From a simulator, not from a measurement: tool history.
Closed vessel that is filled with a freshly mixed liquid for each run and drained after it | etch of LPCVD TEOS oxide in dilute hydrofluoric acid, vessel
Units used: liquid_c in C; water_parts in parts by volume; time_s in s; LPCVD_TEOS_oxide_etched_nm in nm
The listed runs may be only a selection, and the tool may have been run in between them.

{"run": 1, "hour": 0.0, "liquid_c": 20, "water_parts": 95, "time_s": 95, "LPCVD_TEOS_oxide_etched_nm": 22.921}
{"run": 2, "hour": 2.2, "liquid_c": 20, "water_parts": 125, "time_s": 95, "LPCVD_TEOS_oxide_etched_nm": 16.665}
{"run": 3, "hour": 6.5, "liquid_c": 23.5, "water_parts": 125, "time_s": 95, "LPCVD_TEOS_oxide_etched_nm": 19.157}
{"run": 4, "hour": 15.5, "liquid_c": 25, "water_parts": 110, "time_s": 95, "LPCVD_TEOS_oxide_etched_nm": 23.173}
{"run": 5, "hour": 21.7, "liquid_c": 27, "water_parts": 110, "time_s": 95, "LPCVD_TEOS_oxide_etched_nm": 25.215}
{"hour": 25.4, "done": "thermometer replaced"}
{"run": 6, "hour": 25.4, "liquid_c": 27, "water_parts": 110, "time_s": 105, "LPCVD_TEOS_oxide_etched_nm": 30.292}
{"run": 7, "hour": 31.1, "liquid_c": 27.5, "water_parts": 105, "time_s": 105, "LPCVD_TEOS_oxide_etched_nm": 32.737}

Run 8 has not been measured yet. What should we expect?
{"run": 8, "hour": 32.0, "liquid_c": 27.5, "water_parts": 100, "time_s": 105, "LPCVD_TEOS_oxide_etched_nm": "?"}

Run 8 measured LPCVD_TEOS_oxide_etched_nm 34.441 nm.
